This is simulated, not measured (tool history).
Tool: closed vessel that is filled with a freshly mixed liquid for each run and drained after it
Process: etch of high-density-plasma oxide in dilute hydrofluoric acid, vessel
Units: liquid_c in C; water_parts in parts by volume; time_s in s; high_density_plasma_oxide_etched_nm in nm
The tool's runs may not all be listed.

run,hour,liquid_c,water_parts,time_s,high_density_plasma_oxide_etched_nm
1,0,25,215,825,22.262
2,4.2,26.5,215,825,23.207
3,5.6,26.5,150,825,35.924
4,7.2,26.5,205,825,24.824
5,13.4,26.5,205,825,24.571
6,19.2,26.5,280,825,16.997
7,23.4,27.5,265,825,18.468
8,32.1,28.5,255,825,20.152
9,35.7,29.5,245,825,21.862
10,40.2,30,235,825,23.837

Run 11 comes next. What will it give?
11,49.3,30.5,230,825,?

Run 11 gave high_density_plasma_oxide_etched_nm 24.871 nm.
